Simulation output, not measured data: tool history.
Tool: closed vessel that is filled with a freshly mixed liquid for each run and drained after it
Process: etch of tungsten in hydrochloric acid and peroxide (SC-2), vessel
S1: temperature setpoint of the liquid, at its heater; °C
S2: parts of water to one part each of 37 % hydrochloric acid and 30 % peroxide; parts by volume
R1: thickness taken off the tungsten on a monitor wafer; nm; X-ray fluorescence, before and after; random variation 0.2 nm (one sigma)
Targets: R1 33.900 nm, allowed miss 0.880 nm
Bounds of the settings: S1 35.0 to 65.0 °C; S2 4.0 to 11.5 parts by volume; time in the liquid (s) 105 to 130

run 1 hour=0.0 | S1=49.0 S2=6.5 time_in_the_liquid_(s)=130 | R1=26.618
run 2 hour=0.7 | S1=49.0 S2=6.5 time_in_the_liquid_(s)=130 | R1=26.791
run 3 hour=2.2 | S1=50.0 S2=6.5 time_in_the_liquid_(s)=130 | R1=28.529
run 4 hour=6.2 | S1=50.5 S2=6.5 time_in_the_liquid_(s)=130 | R1=29.425
run 5 hour=10.9 | S1=51.0 S2=6.5 time_in_the_liquid_(s)=130 | R1=30.048
run 6 hour=12.9 | S1=51.0 S2=6.5 time_in_the_liquid_(s)=105 | R1=24.342
run 7 hour=14.9 | S1=52.5 S2=6.5 time_in_the_liquid_(s)=105 | R1=27.088
run 8 hour=20.1 | S1=53.5 S2=6.5 time_in_the_liquid_(s)=105 | R1=28.524
run 9 hour=29.0 | S1=56.5 S2=6.5 time_in_the_liquid_(s)=105 | R1=35.161

4 next moves are on the table. One of them brings every result within its allowed miss. Which?
run A hour=37.9 | S1=56.0 S2=5.5 time_in_the_liquid_(s)=105 | R1=?
run B hour=37.9 | S1=56.5 S2=8.0 time_in_the_liquid_(s)=130 | R1=?
run C hour=37.9 | S1=57.0 S2=7.5 time_in_the_liquid_(s)=110 | R1=?
run D hour=37.9 | S1=59.0 S2=8.5 time_in_the_liquid_(s)=115 | R1=?

move=A R1=38.589
move=B R1=37.001
move=C R1=34.028
move=D R1=36.545
A: further off than the last run
B: further off than the last run
C: meets every target
D: further off than the last run
Move C is the one to make.
